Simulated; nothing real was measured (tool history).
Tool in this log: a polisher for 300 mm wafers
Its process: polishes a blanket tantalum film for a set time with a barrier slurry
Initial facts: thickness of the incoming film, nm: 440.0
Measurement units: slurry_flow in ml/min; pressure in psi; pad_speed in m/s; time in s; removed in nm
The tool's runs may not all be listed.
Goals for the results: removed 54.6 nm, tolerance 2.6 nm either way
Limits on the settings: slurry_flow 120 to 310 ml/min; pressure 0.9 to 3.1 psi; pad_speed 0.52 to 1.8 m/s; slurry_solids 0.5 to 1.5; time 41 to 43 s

run,hour,slurry_flow,pressure,pad_speed,slurry_solids,time,removed
1,0,200,2,1.16,1,41,72.456
2,4.6,200,2.3,1.16,1,41,78.928
3,6.4,200,2,1.16,1,41,72.72
4,12.6,220,2,1.16,1,41,74.602
5,18,220,2,1.16,0.9,41,70.189
6,23.8,220,2,1.38,0.9,41,82.833
# hour 24.7: slurry nozzle cleaned
7,24.7,215,1.7,1.36,0.9,41,77.921
8,31.6,215,1.5,1.28,0.9,41,68.172
9,40,215,1.3,1.24,0.9,41,59.324

5 next moves are on the table. One of them brings every result within its allowed miss. Which?
A,48.4,220,1.2,1.12,1.05,42,?
B,48.4,215,1.2,1.26,0.95,43,?
C,48.4,215,1.1,1.14,0.85,41,?
D,48.4,150,1.1,1.44,1,43,?
E,48.4,240,1,1.18,0.85,42,?

move,removed
A,55.543
B,61.672
C,49.03
D,65.735
E,49.941
A: meets every target
B: its largest miss is bigger than the last run's
C: pushes the last run's worst result past its target
D: its largest miss is bigger than the last run's
E: pushes the last run's worst result past its target
Answer: A
